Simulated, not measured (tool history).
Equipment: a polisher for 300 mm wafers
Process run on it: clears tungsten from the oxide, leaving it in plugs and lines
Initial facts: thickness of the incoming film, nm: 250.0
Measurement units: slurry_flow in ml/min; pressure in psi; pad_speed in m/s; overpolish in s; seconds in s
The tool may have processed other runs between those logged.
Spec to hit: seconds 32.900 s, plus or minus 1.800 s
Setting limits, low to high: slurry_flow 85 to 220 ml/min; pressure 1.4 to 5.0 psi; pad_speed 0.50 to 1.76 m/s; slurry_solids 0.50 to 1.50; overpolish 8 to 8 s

| run | hour | slurry_flow | pressure | pad_speed | slurry_solids | overpolish | seconds |
|---|---|---|---|---|---|---|---|
| 1 | 0.0 | 140 | 3.2 | 1.12 | 1.00 | 8 | 56.129 |
| 2 | 7.2 | 140 | 4.0 | 1.12 | 1.00 | 8 | 44.704 |
| 3 | 13.9 | 140 | 4.3 | 1.14 | 1.00 | 8 | 41.386 |
| 4 | 17.2 | 140 | 4.3 | 1.14 | 1.00 | 8 | 41.622 |
| 5 | 18.8 | 140 | 4.5 | 1.16 | 1.00 | 8 | 37.845 |
| 6 | 24.6 | 140 | 4.6 | 1.16 | 1.00 | 8 | 37.520 |
| 7 | 29.2 | 140 | 4.7 | 1.16 | 1.00 | 8 | 37.474 |
| 8 | 38.0 | 140 | 4.8 | 1.18 | 1.00 | 8 | 37.561 |
| 9 | 41.8 | 140 | 4.9 | 1.22 | 1.00 | 8 | 35.523 |

Of the 5 settings listed for the next run, only one would bring every result within its allowed miss of target. Which one?
| A | 45.6 | 150 | 5.0 | 1.38 | 1.15 | 8 | ? |
| B | 45.6 | 150 | 5.0 | 1.22 | 1.05 | 8 | ? |
| C | 45.6 | 155 | 4.7 | 1.24 | 0.95 | 8 | ? |
| D | 45.6 | 105 | 5.0 | 1.22 | 0.85 | 8 | ? |
| E | 45.6 | 135 | 4.8 | 1.18 | 1.05 | 8 | ? |

| move | seconds |
|---|---|
| A | 30.300 |
| B | 33.703 |
| C | 36.330 |
| D | 38.388 |
| E | 36.462 |
A: takes the result that was furthest off past its target
B: each result inside its tolerance
C: moves away from the targets compared with the last run
D: moves away from the targets compared with the last run
E: moves away from the targets compared with the last run
B is the move that brings every result within its allowed miss.

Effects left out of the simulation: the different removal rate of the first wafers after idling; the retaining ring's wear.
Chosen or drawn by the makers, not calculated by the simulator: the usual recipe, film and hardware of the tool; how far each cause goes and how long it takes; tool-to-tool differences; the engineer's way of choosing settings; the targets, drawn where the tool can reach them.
